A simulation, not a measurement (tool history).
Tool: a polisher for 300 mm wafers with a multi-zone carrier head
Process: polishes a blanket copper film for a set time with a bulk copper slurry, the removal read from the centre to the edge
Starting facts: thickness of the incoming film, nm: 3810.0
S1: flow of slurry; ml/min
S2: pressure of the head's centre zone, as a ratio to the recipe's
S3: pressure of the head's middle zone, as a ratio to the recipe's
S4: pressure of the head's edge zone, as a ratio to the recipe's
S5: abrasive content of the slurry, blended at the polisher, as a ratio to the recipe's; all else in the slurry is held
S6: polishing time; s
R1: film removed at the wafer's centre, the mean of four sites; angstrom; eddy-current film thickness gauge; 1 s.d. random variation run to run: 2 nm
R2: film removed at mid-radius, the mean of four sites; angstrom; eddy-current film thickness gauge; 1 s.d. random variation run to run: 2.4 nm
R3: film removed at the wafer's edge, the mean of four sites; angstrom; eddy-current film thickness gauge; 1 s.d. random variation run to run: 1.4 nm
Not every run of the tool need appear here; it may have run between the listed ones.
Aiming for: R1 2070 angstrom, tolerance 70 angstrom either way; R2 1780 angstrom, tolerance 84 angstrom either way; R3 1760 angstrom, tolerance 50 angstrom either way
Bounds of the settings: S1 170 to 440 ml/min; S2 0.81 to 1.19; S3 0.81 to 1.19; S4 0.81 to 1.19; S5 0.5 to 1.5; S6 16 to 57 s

run,hour,S1,S2,S3,S4,S5,S6,R1,R2,R3
1,0,280,1,1,1,1,36,2007,2017.5,2011.3
2,5.6,245,1,1,1,1,36,2002.6,1987.3,1990
3,7.6,245,1.06,1,1,1,36,2102.4,1984.8,2027.6
4,8.7,245,1.08,0.99,0.95,0.95,36,2105.5,1967.8,1934.2
5,14.4,245,1.08,0.99,0.95,1.1,36,2195.6,1989.6,2011.4
6,22.2,245,1.09,0.97,0.91,1.05,36,2170.2,1984.4,1933.7
7,24.2,245,1.09,0.97,0.91,1.05,36,2200,1940,1929.4
8,29.7,240,1.08,0.95,0.89,1,36,2105.4,1916.5,1872
9,31.6,235,1.09,0.93,0.87,1,36,2142.5,1805.5,1855.2

Which one of the following 5 next-run settings gets every result inside its allowed miss? There is exactly one.
A,33.5,250,1.14,0.92,0.81,1.05,35,?,?,?
B,33.5,220,1.08,0.86,0.92,1.05,36,?,?,?
C,33.5,250,1.12,0.95,0.85,1.4,31,?,?,?
D,33.5,220,1.09,1.02,0.81,0.65,41,?,?,?
E,33.5,235,1.01,0.94,0.96,0.95,35,?,?,?

move,R1,R2,R3
A,2178,1855.5,1782.5
B,2088.4,1772.9,1917
C,2068.8,1839.7,1756.8
D,2043,1981.1,1750.3
E,1872,1816.3,1854
A: meets the target for the result that was furthest off, but another lies outside its allowed miss
B: lands further from the targets than the last run did
C: each result inside its tolerance
D: meets the target for the result that was furthest off, but another lies outside its allowed miss
E: lands further from the targets than the last run did
C meets every target.

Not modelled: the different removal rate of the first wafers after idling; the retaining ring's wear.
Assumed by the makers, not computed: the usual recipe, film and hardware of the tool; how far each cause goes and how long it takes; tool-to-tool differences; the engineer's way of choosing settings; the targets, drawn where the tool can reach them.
